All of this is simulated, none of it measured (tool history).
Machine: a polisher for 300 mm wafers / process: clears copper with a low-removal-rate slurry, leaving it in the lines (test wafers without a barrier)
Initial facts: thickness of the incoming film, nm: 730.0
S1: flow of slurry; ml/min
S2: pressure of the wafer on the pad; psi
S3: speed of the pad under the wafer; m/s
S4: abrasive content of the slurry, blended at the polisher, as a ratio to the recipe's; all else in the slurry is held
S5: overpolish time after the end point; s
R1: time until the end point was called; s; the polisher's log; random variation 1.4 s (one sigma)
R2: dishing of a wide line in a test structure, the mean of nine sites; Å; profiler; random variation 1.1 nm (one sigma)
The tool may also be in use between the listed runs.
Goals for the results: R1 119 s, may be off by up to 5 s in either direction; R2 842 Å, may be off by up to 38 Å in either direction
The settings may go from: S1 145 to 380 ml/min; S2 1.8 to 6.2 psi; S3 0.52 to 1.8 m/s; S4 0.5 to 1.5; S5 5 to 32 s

run  hour   S1   S2    S3  S4  S5      R1      R2
  1     0  245    4  1.16   1  16  138.56   604.5
  2   1.9  245    4  1.26   1  16  127.53  622.58
  3  10.3  245  3.3  1.26   1  16   151.3  519.63
  4  12.7  245  3.3  1.26   1  10  155.86  356.84
  5  19.6  245  3.5  1.24   1  11  148.99  397.57
  6  27.7  245  3.5  1.24   1   8  146.64  295.37
  7  28.5  245  3.6  1.24   1  10  146.47  376.95
  8    37  245  3.8  1.22   1  11  136.86  418.46
  9  38.5  245  3.9   1.2   1  12  136.91  457.96
 10  45.9  245    4  1.18   1  13  136.88  506.99
 11  50.6  245  4.1  1.16   1  14  133.38  540.39
 12  52.3  245  4.2  1.14   1  15  133.31  579.94
 13  53.3  245  4.3  1.14   1  16  129.51  617.66
 14  58.4  245  4.3  1.14   1  17  128.95  643.01
 15  66.2  245  4.5  1.14   1  19  123.39  745.81
 16  67.3  250  4.6  1.14   1  20  119.22  789.28
 17  72.5  245  4.6  1.14   1  20  121.67  789.15

Consider the 4 candidate settings below. Which is the only one whose results all fall within their allowed miss of target?
  A  77.7  270  4.6  1.06  0.95  20   ?   ?
  B  77.7  160  4.5  1.22  0.75  20   ?   ?
  C  77.7  210  5.1  1.04     1  21   ?   ?
  D  77.7  270  4.4  1.24  1.25  16   ?   ?

move      R1      R2
   A  129.69  740.88
   B  135.49  714.84
   C  120.51  820.18
   D  114.12  685.32
A: lands further from the targets than the last run did
B: lands further from the targets than the last run did
C: every result within its allowed miss
D: lands further from the targets than the last run did
The right move is C.
